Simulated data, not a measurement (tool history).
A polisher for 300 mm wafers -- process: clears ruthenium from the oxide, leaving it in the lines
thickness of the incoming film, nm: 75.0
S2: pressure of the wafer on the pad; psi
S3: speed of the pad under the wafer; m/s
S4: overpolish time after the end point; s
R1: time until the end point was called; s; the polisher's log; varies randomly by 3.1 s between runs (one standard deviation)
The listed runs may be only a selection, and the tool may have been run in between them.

run 1 hour=0 | flow_of_slurry_(ml/min)=190 S2=1.6 S3=0.82 S4=30 | R1=104.85
run 2 hour=3.1 | flow_of_slurry_(ml/min)=190 S2=1.5 S3=0.82 S4=30 | R1=109.35
run 3 hour=3.7 | flow_of_slurry_(ml/min)=190 S2=1.4 S3=0.8 S4=30 | R1=120.75
run 4 hour=8.5 | flow_of_slurry_(ml/min)=190 S2=1.3 S3=0.8 S4=30 | R1=123.48
run 5 hour=12.2 | flow_of_slurry_(ml/min)=190 S2=1.2 S3=0.8 S4=30 | R1=133.05
run 6 hour=19.9 | flow_of_slurry_(ml/min)=190 S2=1.4 S3=0.8 S4=30 | R1=122.69

Run 7 is up next; what results do you expect?
run 7 hour=21.3 | flow_of_slurry_(ml/min)=190 S2=1.3 S3=0.8 S4=30 | R1=?

{"run 7": {"R1": 129}}

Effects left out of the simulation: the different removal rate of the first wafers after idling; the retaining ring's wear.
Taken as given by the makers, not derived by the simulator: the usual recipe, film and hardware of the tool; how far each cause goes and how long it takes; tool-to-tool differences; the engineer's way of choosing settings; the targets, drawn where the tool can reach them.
